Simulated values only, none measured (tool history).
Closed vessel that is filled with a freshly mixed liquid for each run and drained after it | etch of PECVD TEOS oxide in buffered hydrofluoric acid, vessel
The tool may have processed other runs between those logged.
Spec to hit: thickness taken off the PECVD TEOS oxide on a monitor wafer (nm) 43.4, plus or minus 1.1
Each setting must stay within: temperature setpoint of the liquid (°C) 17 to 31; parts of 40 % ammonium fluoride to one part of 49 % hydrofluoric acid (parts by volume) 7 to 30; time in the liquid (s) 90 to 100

| run | hour | temperature setpoint of the liquid (°C) | parts of 40 % ammonium fluoride to one part of 49 % hydrofluoric acid (parts by volume) | time in the liquid (s) | thickness taken off the PECVD TEOS oxide on a monitor wafer (nm) |
|---|---|---|---|---|---|
| 1 | 0 | 23 | 20 | 90 | 65.28 |
| 2 | 3.6 | 23 | 20 | 100 | 72.234 |
| 3 | 12.2 | 23 | 23.5 | 100 | 64.486 |
| 4 | 17.1 | 20.5 | 23.5 | 100 | 56.039 |
| 5 | 21.3 | 20.5 | 19 | 100 | 65.958 |
| 6 | 24.7 | 20 | 20 | 100 | 60.662 |
| 7 | 25.4 | 19.5 | 20.5 | 100 | 58.425 |
| 8 | 31.4 | 19 | 21 | 100 | 55.881 |
| 9 | 38.8 | 18.5 | 21.5 | 100 | 53.402 |
| 10 | 39.6 | 18.5 | 22 | 100 | 52.867 |
| 11 | 40.4 | 18.5 | 22.5 | 100 | 51.772 |
| 12 | 42.2 | 18.5 | 23 | 100 | 50.978 |
| 13 | 45.7 | 18.5 | 23.5 | 100 | 50.042 |

5 next moves are on the table. One of them brings every result within its allowed miss. Which?
| A | 49.2 | 19 | 19 | 95 | ? |
| B | 49.2 | 19.5 | 29.5 | 95 | ? |
| C | 49.2 | 19 | 23.5 | 100 | ? |
| D | 49.2 | 17.5 | 29.5 | 100 | ? |
| E | 49.2 | 18 | 21.5 | 90 | ? |

| move | thickness taken off the PECVD TEOS oxide on a monitor wafer (nm) |
|---|---|
| A | 57.687 |
| B | 43.117 |
| C | 51.637 |
| D | 40.504 |
| E | 46.693 |
A: lands further from the targets than the last run did
B: in spec on every target
C: lands further from the targets than the last run did
D: moves the result that the last run missed by most past its target, out the other side
E: nearer the targets than the last run, but a result is still out of spec
B meets every target.
